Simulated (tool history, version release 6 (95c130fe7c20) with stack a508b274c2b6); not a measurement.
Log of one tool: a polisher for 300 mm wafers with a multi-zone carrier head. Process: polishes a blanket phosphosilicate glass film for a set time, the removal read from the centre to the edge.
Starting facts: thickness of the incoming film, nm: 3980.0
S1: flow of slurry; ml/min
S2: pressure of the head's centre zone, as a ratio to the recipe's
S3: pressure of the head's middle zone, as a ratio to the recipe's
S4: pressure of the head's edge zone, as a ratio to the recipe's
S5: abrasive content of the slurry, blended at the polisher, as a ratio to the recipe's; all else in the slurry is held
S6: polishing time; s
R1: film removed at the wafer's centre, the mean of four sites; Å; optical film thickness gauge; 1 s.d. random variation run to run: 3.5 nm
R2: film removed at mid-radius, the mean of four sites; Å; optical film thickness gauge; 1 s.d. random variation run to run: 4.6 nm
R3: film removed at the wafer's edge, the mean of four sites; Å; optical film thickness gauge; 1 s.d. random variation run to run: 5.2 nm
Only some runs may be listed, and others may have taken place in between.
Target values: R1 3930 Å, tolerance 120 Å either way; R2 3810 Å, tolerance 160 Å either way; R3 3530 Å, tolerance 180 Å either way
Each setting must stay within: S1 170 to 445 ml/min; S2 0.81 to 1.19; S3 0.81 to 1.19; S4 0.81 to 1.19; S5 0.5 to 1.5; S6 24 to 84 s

Run 1, hour 0: S1 285 ml/min, S2 1, S3 1, S4 1, S5 1, S6 54 s. Result: R1 4373.6 Å, R2 4365.8 Å, R3 4202.7 Å.
Run 2, hour 1.6: S1 285 ml/min, S2 1, S3 0.99, S4 0.98, S5 0.95, S6 54 s. Result: R1 4212.3 Å, R2 4255.3 Å, R3 3943.7 Å.
Run 3, hour 7.3: S1 285 ml/min, S2 1, S3 0.96, S4 0.98, S5 0.95, S6 54 s. Result: R1 4178.3 Å, R2 4226.6 Å, R3 4114.1 Å.
Run 4, hour 13.5: S1 285 ml/min, S2 1.01, S3 0.96, S4 0.97, S5 0.9, S6 54 s. Result: R1 4142.9 Å, R2 4153 Å, R3 3981.9 Å.
Run 5, hour 17.9: S1 285 ml/min, S2 1.01, S3 0.96, S4 0.97, S5 1.05, S6 54 s. Result: R1 4462.8 Å, R2 4414.2 Å, R3 4220.7 Å.
Run 6, hour 21.2: S1 285 ml/min, S2 0.97, S3 0.96, S4 0.97, S5 1.05, S6 54 s. Result: R1 4368.4 Å, R2 4419.6 Å, R3 4182.9 Å.
Run 7, hour 24: S1 285 ml/min, S2 0.96, S3 0.89, S4 0.87, S5 0.8, S6 53 s. Result: R1 3583.4 Å, R2 3471 Å, R3 3455.4 Å.
At hour 26.2: edge zone pressure recalibrated.
Run 8, hour 26.2: S1 290 ml/min, S2 0.97, S3 0.9, S4 0.87, S5 0.8, S6 53 s. Result: R1 3625.9 Å, R2 3507.2 Å, R3 3547.1 Å.
Run 9, hour 28.1: S1 290 ml/min, S2 0.99, S3 0.92, S4 0.87, S5 0.8, S6 53 s. Result: R1 3737.4 Å, R2 3530.9 Å, R3 3558.8 Å.

Which of these 4 next moves meets every target?
Run A, hour 30: S1 290 ml/min, S2 1.08, S3 0.81, S4 0.85, S5 0.75, S6 56 s. Result: R1 ?, R2 ?, R3 ?.
Run B, hour 30: S1 365 ml/min, S2 0.97, S3 0.81, S4 0.98, S5 0.5, S6 69 s. Result: R1 ?, R2 ?, R3 ?.
Run C, hour 30: S1 280 ml/min, S2 1.07, S3 1.03, S4 0.94, S5 1, S6 46 s. Result: R1 ?, R2 ?, R3 ?.
Run D, hour 30: S1 250 ml/min, S2 1.11, S3 0.84, S4 1, S5 0.75, S6 54 s. Result: R1 ?, R2 ?, R3 ?.

move      R1      R2      R3
   A  4120.1  3395.8  3592.6
   B  3473.3  3183.9  3578.2
   C  3935.7  3854.7  3618.5
   D  4009.6  3297.4  3687.8
A: its largest miss is bigger than the last run's
B: its largest miss is bigger than the last run's
C: all results land within tolerance of their targets
D: its largest miss is bigger than the last run's
C is the move that brings every result within its allowed miss.
